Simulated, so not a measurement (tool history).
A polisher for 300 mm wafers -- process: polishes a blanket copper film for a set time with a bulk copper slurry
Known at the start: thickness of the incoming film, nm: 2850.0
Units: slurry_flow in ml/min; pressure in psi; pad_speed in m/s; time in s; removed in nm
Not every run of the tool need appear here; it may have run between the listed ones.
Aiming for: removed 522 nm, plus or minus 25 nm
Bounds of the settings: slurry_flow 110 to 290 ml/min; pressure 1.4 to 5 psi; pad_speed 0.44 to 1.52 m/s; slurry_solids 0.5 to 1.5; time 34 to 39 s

Run 1, hour 0: slurry_flow 185 ml/min, pressure 3.2 psi, pad_speed 0.98 m/s, slurry_solids 1, time 39 s. Result: removed 376.14 nm.
Run 2, hour 2: slurry_flow 185 ml/min, pressure 3.2 psi, pad_speed 0.98 m/s, slurry_solids 0.9, time 39 s. Result: removed 366.45 nm.
Run 3, hour 9.9: slurry_flow 185 ml/min, pressure 3.4 psi, pad_speed 0.98 m/s, slurry_solids 0.9, time 39 s. Result: removed 394.66 nm.
Run 4, hour 18.5: slurry_flow 185 ml/min, pressure 3.4 psi, pad_speed 0.98 m/s, slurry_solids 1.05, time 39 s. Result: removed 387.2 nm.
Run 5, hour 24.6: slurry_flow 185 ml/min, pressure 2.7 psi, pad_speed 0.98 m/s, slurry_solids 1.05, time 39 s. Result: removed 333.78 nm.
Run 6, hour 26.3: slurry_flow 185 ml/min, pressure 3 psi, pad_speed 1 m/s, slurry_solids 1.05, time 39 s. Result: removed 355.23 nm.
Run 7, hour 27.9: slurry_flow 185 ml/min, pressure 3.3 psi, pad_speed 1.02 m/s, slurry_solids 1.05, time 39 s. Result: removed 396.1 nm.
Run 8, hour 32.2: slurry_flow 185 ml/min, pressure 3.5 psi, pad_speed 1.02 m/s, slurry_solids 1.05, time 39 s. Result: removed 415.86 nm.
At hour 40.4: slurry nozzle cleaned.
Run 9, hour 40.4: slurry_flow 185 ml/min, pressure 3.7 psi, pad_speed 1.02 m/s, slurry_solids 1.05, time 39 s. Result: removed 448.73 nm.
Run 10, hour 45.4: slurry_flow 185 ml/min, pressure 3.8 psi, pad_speed 1.02 m/s, slurry_solids 1.05, time 39 s. Result: removed 458.43 nm.
Run 11, hour 46.9: slurry_flow 185 ml/min, pressure 3.9 psi, pad_speed 1.02 m/s, slurry_solids 1.05, time 39 s. Result: removed 472.08 nm.
Run 12, hour 50.7: slurry_flow 185 ml/min, pressure 4 psi, pad_speed 1.02 m/s, slurry_solids 1.05, time 39 s. Result: removed 483.09 nm.
Run 13, hour 54.1: slurry_flow 185 ml/min, pressure 4.1 psi, pad_speed 1.02 m/s, slurry_solids 1.05, time 39 s. Result: removed 496.75 nm.

Of the 5 settings listed for the next run, only one would bring every result within its allowed miss of target. Which one?
Run A, hour 57.5: slurry_flow 190 ml/min, pressure 4.1 psi, pad_speed 1.26 m/s, slurry_solids 1.3, time 39 s. Result: removed ?.
Run B, hour 57.5: slurry_flow 155 ml/min, pressure 4.5 psi, pad_speed 0.9 m/s, slurry_solids 1.1, time 37 s. Result: removed ?.
Run C, hour 57.5: slurry_flow 225 ml/min, pressure 4.6 psi, pad_speed 1.06 m/s, slurry_solids 1.05, time 39 s. Result: removed ?.
Run D, hour 57.5: slurry_flow 215 ml/min, pressure 4.5 psi, pad_speed 1.22 m/s, slurry_solids 0.9, time 39 s. Result: removed ?.
Run E, hour 57.5: slurry_flow 265 ml/min, pressure 4.8 psi, pad_speed 0.84 m/s, slurry_solids 1.15, time 38 s. Result: removed ?.

move  removed
   A   604.71
   B   473.06
   C   584.48
   D   603.65
   E   534.87
A: the result that was furthest off in the last run now lies on the other side of its target
B: its largest miss is bigger than the last run's
C: the result that was furthest off in the last run now lies on the other side of its target
D: the result that was furthest off in the last run now lies on the other side of its target
E: all results land within tolerance of their targets
E is the move that brings every result within its allowed miss.
